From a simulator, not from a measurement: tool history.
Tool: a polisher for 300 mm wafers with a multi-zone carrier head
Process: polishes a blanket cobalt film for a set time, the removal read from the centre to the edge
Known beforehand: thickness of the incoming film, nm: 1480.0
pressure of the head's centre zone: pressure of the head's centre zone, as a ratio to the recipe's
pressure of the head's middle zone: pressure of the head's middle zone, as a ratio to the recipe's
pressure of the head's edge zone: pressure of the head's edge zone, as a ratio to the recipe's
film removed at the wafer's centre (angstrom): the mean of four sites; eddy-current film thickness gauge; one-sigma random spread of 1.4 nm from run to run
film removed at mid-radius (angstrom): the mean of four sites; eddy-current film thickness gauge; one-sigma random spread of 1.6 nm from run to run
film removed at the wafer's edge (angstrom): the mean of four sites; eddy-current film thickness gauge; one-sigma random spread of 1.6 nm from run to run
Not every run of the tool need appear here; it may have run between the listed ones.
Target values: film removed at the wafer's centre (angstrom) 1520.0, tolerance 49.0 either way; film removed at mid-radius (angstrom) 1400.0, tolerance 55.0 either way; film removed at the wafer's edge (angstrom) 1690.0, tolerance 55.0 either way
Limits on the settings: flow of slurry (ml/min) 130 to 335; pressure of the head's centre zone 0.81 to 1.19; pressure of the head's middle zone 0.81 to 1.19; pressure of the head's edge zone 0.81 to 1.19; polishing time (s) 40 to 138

| run | hour | flow of slurry (ml/min) | pressure of the head's centre zone | pressure of the head's middle zone | pressure of the head's edge zone | polishing time (s) | film removed at the wafer's centre (angstrom) | film removed at mid-radius (angstrom) | film removed at the wafer's edge (angstrom) |
|---|---|---|---|---|---|---|---|---|---|
| 1 | 0.0 | 215 | 1.00 | 1.00 | 1.00 | 88 | 3000.4 | 3123.9 | 3157.4 |
| 2 | 6.7 | 200 | 0.99 | 0.97 | 0.99 | 80 | 2649.0 | 2654.7 | 2819.0 |
| 3 | 8.1 | 150 | 0.99 | 0.97 | 0.99 | 80 | 2633.5 | 2678.8 | 2721.3 |
| 4 | 13.4 | 150 | 0.98 | 0.95 | 0.98 | 74 | 2367.3 | 2436.2 | 2524.3 |
| 5 | 19.6 | 150 | 0.95 | 0.95 | 0.98 | 74 | 2318.1 | 2373.2 | 2534.6 |
| 6 | 22.8 | 150 | 0.95 | 0.95 | 0.98 | 62 | 1918.5 | 2037.7 | 2099.2 |
| 7 | 24.5 | 155 | 0.95 | 0.93 | 0.99 | 59 | 1825.2 | 1884.6 | 2015.5 |
| 8 | 30.1 | 160 | 0.95 | 0.83 | 0.99 | 43 | 1361.5 | 1252.6 | 1467.8 |
| 9 | 32.1 | 160 | 0.95 | 0.83 | 0.99 | 43 | 1354.9 | 1281.8 | 1484.4 |
| 10 | 39.1 | 160 | 0.96 | 0.84 | 1.01 | 43 | 1350.5 | 1281.9 | 1483.0 |
| 11 | 39.8 | 165 | 0.96 | 0.84 | 1.02 | 44 | 1385.3 | 1321.2 | 1531.0 |
| 12 | 46.0 | 170 | 0.97 | 0.84 | 1.04 | 45 | 1444.3 | 1351.0 | 1588.5 |

Consider the 4 candidate settings below. Which is the only one whose results all fall within their allowed miss of target?
| A | 52.2 | 155 | 0.97 | 0.84 | 1.05 | 43 | ? | ? | ? |
| B | 52.2 | 160 | 1.07 | 0.90 | 0.96 | 46 | ? | ? | ? |
| C | 52.2 | 130 | 1.07 | 0.83 | 0.94 | 45 | ? | ? | ? |
| D | 52.2 | 130 | 0.95 | 0.81 | 1.00 | 49 | ? | ? | ? |

| move | film removed at the wafer's centre (angstrom) | film removed at mid-radius (angstrom) | film removed at the wafer's edge (angstrom) |
|---|---|---|---|
| A | 1368.2 | 1274.5 | 1524.0 |
| B | 1622.2 | 1447.4 | 1563.6 |
| C | 1548.5 | 1296.4 | 1492.4 |
| D | 1495.4 | 1384.6 | 1674.1 |
A: its largest miss is bigger than the last run's
B: its largest miss is bigger than the last run's
C: its largest miss is bigger than the last run's
D: hits every target within its allowed miss
Move D is the one to make.
